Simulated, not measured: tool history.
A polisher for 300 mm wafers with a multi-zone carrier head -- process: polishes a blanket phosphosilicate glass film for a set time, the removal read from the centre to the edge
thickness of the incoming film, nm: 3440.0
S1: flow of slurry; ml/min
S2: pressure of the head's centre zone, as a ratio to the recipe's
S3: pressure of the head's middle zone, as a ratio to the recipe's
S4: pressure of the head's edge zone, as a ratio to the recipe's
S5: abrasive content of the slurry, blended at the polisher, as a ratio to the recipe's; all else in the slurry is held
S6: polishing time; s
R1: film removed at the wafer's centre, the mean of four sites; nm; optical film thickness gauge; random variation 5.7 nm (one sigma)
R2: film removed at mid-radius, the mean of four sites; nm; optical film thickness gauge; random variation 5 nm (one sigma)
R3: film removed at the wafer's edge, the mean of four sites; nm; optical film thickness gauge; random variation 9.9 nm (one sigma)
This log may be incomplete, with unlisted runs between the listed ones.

run  hour   S1    S2    S3    S4    S5  S6      R1      R2      R3
  1     0  235     1     1     1     1  80  531.63  529.77  526.85
  2     7  195     1     1     1     1  80   511.4  511.88  520.85
  3   8.9  195     1     1     1  0.85  80   482.3  481.68  474.68
  4  13.8  195     1     1     1  0.95  80  507.79  507.75  492.12
  5  22.2  195     1     1  0.94  0.95  80  505.63  507.81  489.13
  6  28.5  210  0.98  1.01  0.99  1.05  80  518.16  524.95  535.37
  7  29.7  225  0.97  1.04  1.02  1.15  80  534.07  564.07  541.04

Run 8 is up next; what results do you expect?
  8  32.5  235  0.94  1.03  1.03  1.25  81   ?   ?   ?

R1: 545.11 nm
R2: 593.47 nm
R3: 578.05 nm
